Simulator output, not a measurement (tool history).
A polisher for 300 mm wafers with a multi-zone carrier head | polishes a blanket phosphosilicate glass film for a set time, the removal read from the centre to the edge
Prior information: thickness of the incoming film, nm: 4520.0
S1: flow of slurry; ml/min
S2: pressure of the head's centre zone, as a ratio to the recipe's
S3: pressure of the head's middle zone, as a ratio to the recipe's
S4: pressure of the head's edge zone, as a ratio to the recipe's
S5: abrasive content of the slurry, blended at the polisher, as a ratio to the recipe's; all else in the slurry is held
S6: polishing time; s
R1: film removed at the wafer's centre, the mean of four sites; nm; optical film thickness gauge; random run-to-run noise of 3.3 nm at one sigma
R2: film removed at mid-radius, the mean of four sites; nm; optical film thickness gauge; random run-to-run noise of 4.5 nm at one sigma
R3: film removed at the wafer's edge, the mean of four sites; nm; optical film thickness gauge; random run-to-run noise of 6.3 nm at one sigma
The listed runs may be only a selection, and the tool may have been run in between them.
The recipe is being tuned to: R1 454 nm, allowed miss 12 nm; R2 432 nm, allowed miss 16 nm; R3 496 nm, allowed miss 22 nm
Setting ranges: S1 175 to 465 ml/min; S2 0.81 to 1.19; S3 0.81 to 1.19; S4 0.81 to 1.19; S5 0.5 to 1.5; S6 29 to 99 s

{"run": 1, "hour": 0.0, "S1": 295, "S2": 1, "S3": 1, "S4": 1, "S5": 1, "S6": 64, "R1": 785.86, "R2": 777.26, "R3": 777.43}
{"run": 2, "hour": 8.1, "S1": 295, "S2": 1, "S3": 1, "S4": 1, "S5": 1, "S6": 77, "R1": 942.48, "R2": 918.91, "R3": 928.65}
{"run": 3, "hour": 14.5, "S1": 295, "S2": 1, "S3": 1, "S4": 1, "S5": 1.1, "S6": 77, "R1": 992.83, "R2": 961.55, "R3": 995.38}
{"run": 4, "hour": 17.0, "S1": 295, "S2": 1, "S3": 1.06, "S4": 1, "S5": 1.1, "S6": 77, "R1": 958.79, "R2": 1003.8, "R3": 977.42}
{"run": 5, "hour": 25.7, "S1": 295, "S2": 1, "S3": 1.06, "S4": 1, "S5": 1.1, "S6": 93, "R1": 1180.4, "R2": 1219.8, "R3": 1171.5}
{"run": 6, "hour": 31.3, "S1": 295, "S2": 1, "S3": 1.06, "S4": 1, "S5": 1, "S6": 93, "R1": 1142.9, "R2": 1168, "R3": 1116.4}
{"run": 7, "hour": 37.8, "S1": 280, "S2": 0.97, "S3": 1, "S4": 1.01, "S5": 0.85, "S6": 80, "R1": 912.85, "R2": 904.67, "R3": 937.64}
{"run": 8, "hour": 44.0, "S1": 255, "S2": 0.9, "S3": 0.9, "S4": 0.96, "S5": 0.6, "S6": 62, "R1": 595.85, "R2": 561.11, "R3": 624.29}
{"run": 9, "hour": 52.5, "S1": 250, "S2": 0.88, "S3": 0.89, "S4": 0.95, "S5": 0.55, "S6": 59, "R1": 540.89, "R2": 510.22, "R3": 568.25}

Next run, 5 choices. One meets every target within its allowed miss, the rest don't. Which?
{"run": "A", "hour": 61.0, "S1": 355, "S2": 0.81, "S3": 0.84, "S4": 0.91, "S5": 0.7, "S6": 47, "R1": "?", "R2": "?", "R3": "?"}
{"run": "B", "hour": 61.0, "S1": 230, "S2": 0.84, "S3": 0.81, "S4": 1.1, "S5": 0.55, "S6": 48, "R1": "?", "R2": "?", "R3": "?"}
{"run": "C", "hour": 61.0, "S1": 275, "S2": 0.82, "S3": 1.17, "S4": 0.81, "S5": 0.55, "S6": 58, "R1": "?", "R2": "?", "R3": "?"}
{"run": "D", "hour": 61.0, "S1": 295, "S2": 1.14, "S3": 1.01, "S4": 0.81, "S5": 0.55, "S6": 64, "R1": "?", "R2": "?", "R3": "?"}
{"run": "E", "hour": 61.0, "S1": 250, "S2": 0.83, "S3": 0.84, "S4": 0.98, "S5": 0.55, "S6": 47, "R1": "?", "R2": "?", "R3": "?"}

move=A R1=451.86 R2=433.46 R3=498.7
move=B R1=421.66 R2=385.66 R3=490.34
move=C R1=509.96 R2=641.85 R3=538.74
move=D R1=688.81 R2=626.57 R3=597.66
move=E R1=412.48 R2=391.06 R3=463.12
A: meets every target
B: the result that was furthest off in the last run now lies on the other side of its target
C: moves away from the targets compared with the last run
D: moves away from the targets compared with the last run
E: the result that was furthest off in the last run now lies on the other side of its target
Correct choice: A, which meets every target

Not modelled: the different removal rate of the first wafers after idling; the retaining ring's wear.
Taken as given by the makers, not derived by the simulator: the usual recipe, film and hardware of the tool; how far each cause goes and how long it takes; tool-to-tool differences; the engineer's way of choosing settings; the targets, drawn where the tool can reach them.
